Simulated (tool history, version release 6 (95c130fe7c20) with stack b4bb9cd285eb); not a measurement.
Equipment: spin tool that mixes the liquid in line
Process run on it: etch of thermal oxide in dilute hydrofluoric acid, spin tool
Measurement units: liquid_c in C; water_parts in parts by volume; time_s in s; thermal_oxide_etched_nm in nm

run    day  liquid_c  water_parts  time_s  thermal_oxide_etched_nm
  1  0.000      26.0          275     325                   4.2302
  2  0.267      23.0          275     325                   3.7392
  3  0.483      23.0          235     325                   4.6697
  4  0.750      25.0          225     325                   5.2493
  5  0.992      25.0          225     345                   5.5139
  6  1.058      25.0          225     325                   5.2713
     1.112  -- hydrofluoric acid flow meter replaced
  7  1.112      26.5          220     325                   6.4710

Estimate the outcome of run 8 from the log above:
  8  1.254      26.5          220     325                        ?

Run 8 yielded thermal_oxide_etched_nm 6.4278 nm.
